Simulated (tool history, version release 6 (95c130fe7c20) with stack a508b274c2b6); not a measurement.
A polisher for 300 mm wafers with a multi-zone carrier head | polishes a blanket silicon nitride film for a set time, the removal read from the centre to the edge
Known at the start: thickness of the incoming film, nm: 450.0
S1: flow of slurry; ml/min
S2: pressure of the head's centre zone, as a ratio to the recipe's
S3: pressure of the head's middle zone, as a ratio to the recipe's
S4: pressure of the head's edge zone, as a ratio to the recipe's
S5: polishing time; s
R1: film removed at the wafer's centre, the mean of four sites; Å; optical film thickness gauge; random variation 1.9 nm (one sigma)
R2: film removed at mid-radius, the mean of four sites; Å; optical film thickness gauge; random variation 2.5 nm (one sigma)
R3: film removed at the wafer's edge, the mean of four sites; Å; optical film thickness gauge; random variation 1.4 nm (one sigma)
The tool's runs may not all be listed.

run	day	S1	S2	S3	S4	S5	R1	R2	R3
1	0.000	230	1.00	1.00	1.00	61	1748.4	1683.1	1740.0
2	0.033	230	1.00	1.00	1.08	61	1728.3	1728.7	1803.4
3	0.338	230	1.00	1.00	1.04	61	1710.2	1682.2	1784.4
4	0.667	230	0.92	1.00	1.04	61	1597.7	1682.5	1777.0
5	0.938	245	0.98	0.98	1.05	62	1755.2	1664.2	1849.8
6	1.304	265	1.01	0.99	1.04	62	1817.8	1769.2	1853.9

Forecast run 7:
7	1.662	275	1.04	0.97	1.04	62	?	?	?

{"run 7": {"R1": 1887.7, "R2": 1671.5, "R3": 1869.9}}
